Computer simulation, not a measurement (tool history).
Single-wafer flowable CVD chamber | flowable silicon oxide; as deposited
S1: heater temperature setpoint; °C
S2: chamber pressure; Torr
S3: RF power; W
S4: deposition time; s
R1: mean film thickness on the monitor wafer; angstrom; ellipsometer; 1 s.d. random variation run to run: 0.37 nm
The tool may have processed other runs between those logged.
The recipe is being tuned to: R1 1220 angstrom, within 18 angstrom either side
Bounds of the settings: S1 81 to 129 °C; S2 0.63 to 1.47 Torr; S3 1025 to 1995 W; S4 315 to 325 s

Run 1, hour 0: S1 105 °C, S2 1.05 Torr, S3 1510 W, S4 315 s. Result: R1 1938.7 angstrom.
Run 2, hour 2.6: S1 110 °C, S2 1.05 Torr, S3 1510 W, S4 315 s. Result: R1 1609.8 angstrom.
Run 3, hour 4.4: S1 110 °C, S2 1.05 Torr, S3 1510 W, S4 315 s. Result: R1 1609.1 angstrom.
Run 4, hour 5.9: S1 110 °C, S2 1.05 Torr, S3 1605 W, S4 315 s. Result: R1 1665.1 angstrom.
Run 5, hour 10.8: S1 113 °C, S2 1.05 Torr, S3 1605 W, S4 315 s. Result: R1 1487.3 angstrom.
Run 6, hour 11.8: S1 115 °C, S2 1.05 Torr, S3 1605 W, S4 315 s. Result: R1 1382.2 angstrom.
At hour 14.3: capacitance manometer re-zeroed and calibrated.
Run 7, hour 14.3: S1 116 °C, S2 1.05 Torr, S3 1605 W, S4 315 s. Result: R1 1449.7 angstrom.
Run 8, hour 14.9: S1 118 °C, S2 1.05 Torr, S3 1605 W, S4 315 s. Result: R1 1352.3 angstrom.
Run 9, hour 18.4: S1 119 °C, S2 1.05 Torr, S3 1605 W, S4 315 s. Result: R1 1304.7 angstrom.
Run 10, hour 19.3: S1 120 °C, S2 1.05 Torr, S3 1605 W, S4 315 s. Result: R1 1261.6 angstrom.

Of the 4 settings listed for the next run, only one would bring every result within its allowed miss of target. Which one?
Run A, hour 20.2: S1 129 °C, S2 1.26 Torr, S3 1715 W, S4 315 s. Result: R1 ?.
Run B, hour 20.2: S1 118 °C, S2 0.99 Torr, S3 1645 W, S4 315 s. Result: R1 ?.
Run C, hour 20.2: S1 126 °C, S2 1.25 Torr, S3 1695 W, S4 315 s. Result: R1 ?.
Run D, hour 20.2: S1 123 °C, S2 1.09 Torr, S3 1660 W, S4 318 s. Result: R1 ?.

move      R1
   A  1191.7
   B  1285.6
   C  1275.2
   D  1226.9
A: the result that was furthest off in the last run now lies on the other side of its target
B: misses by more than the last run did
C: misses by more than the last run did
D: hits every target within its allowed miss
D is the move that brings every result within its allowed miss.

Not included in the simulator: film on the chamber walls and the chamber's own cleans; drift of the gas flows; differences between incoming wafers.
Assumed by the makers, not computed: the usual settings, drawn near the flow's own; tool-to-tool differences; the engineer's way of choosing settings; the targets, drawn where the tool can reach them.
